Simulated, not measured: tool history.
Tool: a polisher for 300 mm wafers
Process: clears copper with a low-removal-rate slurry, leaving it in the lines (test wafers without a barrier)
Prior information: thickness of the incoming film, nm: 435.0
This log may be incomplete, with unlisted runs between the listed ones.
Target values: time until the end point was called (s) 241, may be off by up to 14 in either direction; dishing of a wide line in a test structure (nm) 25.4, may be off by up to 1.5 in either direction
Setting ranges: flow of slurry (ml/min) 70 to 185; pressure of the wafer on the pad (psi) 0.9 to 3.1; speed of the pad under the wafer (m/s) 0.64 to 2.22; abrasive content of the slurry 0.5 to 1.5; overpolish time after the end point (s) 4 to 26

run    day  flow of slurry (ml/min)  pressure of the wafer on the pad (psi)  speed of the pad under the wafer (m/s)  abrasive content of the slurry  overpolish time after the end point (s)  time until the end point was called (s)  dishing of a wide line in a test structure (nm)
  1      0                      120                                       2                                    1.42                               1                                       13                                   147.57                                           26.481
  2  0.158                      115                                     1.8                                     1.4                               1                                       15                                   167.25                                           27.676
  3  0.492                      115                                     1.8                                     1.4                               1                                       11                                    165.6                                           20.523
  4  0.783                      115                                     1.8                                     1.4                            0.85                                       11                                   177.62                                           19.984
  5  1.088                      115                                     1.8                                     1.4                            0.85                                        6                                   168.25                                           11.675
  6  1.454                      135                                     1.8                                     1.4                            0.85                                        6                                   164.73                                           12.095
  7  1.571                      130                                     1.7                                    1.38                            0.85                                        9                                   174.61                                           16.497
  8  1.917                      125                                     1.5                                     1.4                             0.8                                       11                                   196.27                                           17.998
  9  1.979                      115                                     1.4                                     1.4                            0.75                                       12                                   218.88                                           17.049
 10  2.292                      110                                     1.3                                    1.34                            0.85                                       18                                   225.44                                           22.831

Which one of the following 4 next-run settings gets every result inside its allowed miss? There is exactly one.
  A  2.604                      120                                     1.9                                    0.88                             1.1                                       24                                        ?                                                ?
  B  2.604                      110                                     1.4                                    1.22                             0.8                                       21                                        ?                                                ?
  C  2.604                      150                                     0.9                                    1.62                             0.6                                       24                                        ?                                                ?
  D  2.604                      130                                     1.4                                       1                             0.9                                       24                                        ?                                                ?

move  time until the end point was called (s)  dishing of a wide line in a test structure (nm)
   A                                   233.86                                           30.005
   B                                   242.11                                           25.794
   C                                   258.09                                           26.492
   D                                    273.5                                           26.034
A: the result that was furthest off in the last run now lies on the other side of its target
B: all results in spec
C: gets the furthest-off result to its target, but another result is out of tolerance
D: gets the furthest-off result to its target, but another result is out of tolerance
The move that meets every target is B.
